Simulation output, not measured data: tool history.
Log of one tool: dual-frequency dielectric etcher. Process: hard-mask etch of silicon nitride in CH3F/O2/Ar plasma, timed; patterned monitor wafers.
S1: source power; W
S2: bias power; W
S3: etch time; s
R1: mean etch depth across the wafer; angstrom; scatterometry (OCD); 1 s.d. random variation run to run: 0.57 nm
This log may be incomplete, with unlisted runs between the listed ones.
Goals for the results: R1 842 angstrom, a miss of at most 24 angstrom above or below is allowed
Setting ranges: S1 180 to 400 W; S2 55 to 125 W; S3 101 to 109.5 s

| run | hour | S1 | S2 | S3 | R1 |
|---|---|---|---|---|---|
| 1 | 0 | 290 | 90 | 109.5 | 722.1 |
| 2 | 7.5 | 290 | 100 | 109.5 | 744.44 |
| 3 | 11.2 | 290 | 85 | 109.5 | 696.73 |
| 4 | 16.4 | 290 | 85 | 109.5 | 711.01 |
| 5 | 21.9 | 250 | 85 | 109.5 | 641.96 |
| 6 | 25 | 270 | 86 | 109.5 | 674.11 |
| 7 | 29 | 290 | 87 | 109.5 | 712.96 |
| 8 | 33.7 | 290 | 87 | 109.5 | 705.99 |
| 9 | 38.3 | 300 | 88 | 109.5 | 730.79 |
| 10 | 40.5 | 310 | 89 | 109.5 | 741.68 |
| 11 | 46.7 | 320 | 90 | 109.5 | 751.58 |
| 12 | 55.6 | 320 | 90 | 109.5 | 752.51 |
| 13 | 61.5 | 330 | 91 | 109.5 | 779.27 |
| 14 | 62.9 | 340 | 91 | 109.5 | 794.45 |
| 15 | 69.6 | 360 | 92 | 109.5 | 817.09 |
| 16 | 72.6 | 360 | 92 | 109.5 | 802.99 |

Exercise: of the 4 proposed moves below, exactly one satisfies all targets within the stated allowed misses. Which move is it?
| A | 75.6 | 340 | 91 | 109.5 | ? |
| B | 75.6 | 370 | 91 | 104 | ? |
| C | 75.6 | 350 | 91 | 109.5 | ? |
| D | 75.6 | 360 | 109 | 109.5 | ? |

| move | R1 |
|---|---|
| A | 786.15 |
| B | 781.49 |
| C | 798.68 |
| D | 841.49 |
A: moves away from the targets compared with the last run
B: moves away from the targets compared with the last run
C: moves away from the targets compared with the last run
D: every result lands within tolerance
Answer: D
